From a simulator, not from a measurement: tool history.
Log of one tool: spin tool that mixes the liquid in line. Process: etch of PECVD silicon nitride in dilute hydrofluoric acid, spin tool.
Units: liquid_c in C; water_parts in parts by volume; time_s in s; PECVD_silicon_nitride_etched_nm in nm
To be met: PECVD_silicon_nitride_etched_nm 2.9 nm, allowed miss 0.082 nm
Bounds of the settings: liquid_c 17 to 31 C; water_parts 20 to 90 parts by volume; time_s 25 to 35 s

run,hour,liquid_c,water_parts,time_s,PECVD_silicon_nitride_etched_nm
1,0,23,50,35,2.0968
2,7.8,24,50,35,2.2163
3,11,24.5,50,35,2.3428
4,14.3,25,50,35,2.3973
5,20.3,21.5,50,35,1.8829
6,22.1,22.5,50,35,1.9974
7,30.9,23.5,50,35,2.1666
8,37.9,24,50,35,2.2236
9,39.1,24.5,50,35,2.2891
10,47.6,25,50,35,2.4028

Which of these 4 next moves meets every target?
A,56.1,25.5,70,35,?
B,56.1,24.5,35,35,?
C,56.1,26.5,45,35,?
D,56.1,26,40,35,?

move,PECVD_silicon_nitride_etched_nm
A,1.7725
B,3.2576
C,2.9234
D,3.1702
A: further off than the last run
B: takes the result that was furthest off past its target
C: meets every target
D: takes the result that was furthest off past its target
Move C is the one to make.
